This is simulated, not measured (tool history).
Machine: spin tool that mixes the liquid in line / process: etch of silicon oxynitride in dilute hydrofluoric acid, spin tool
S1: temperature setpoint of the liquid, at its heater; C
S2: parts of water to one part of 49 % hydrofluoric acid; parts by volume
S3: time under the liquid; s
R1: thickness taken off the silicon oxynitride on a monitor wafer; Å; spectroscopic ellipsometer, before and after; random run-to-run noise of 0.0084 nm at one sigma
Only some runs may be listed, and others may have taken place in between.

run  hour    S1  S2  S3      R1
  1   0.0  23.0  60  85  42.865
  2   1.8  21.5  70  85  33.396
  3   6.2  20.5  80  85  27.896
  4   7.2  19.5  85  85  25.084
  5  15.5  21.0  85  85  26.842
  6  23.2  20.0  90  85  24.129
  7  29.0  20.0  90  85  23.982

Expected results for the next run?
  8  32.8  19.0  95  85   ?

R1: 21.414 Å

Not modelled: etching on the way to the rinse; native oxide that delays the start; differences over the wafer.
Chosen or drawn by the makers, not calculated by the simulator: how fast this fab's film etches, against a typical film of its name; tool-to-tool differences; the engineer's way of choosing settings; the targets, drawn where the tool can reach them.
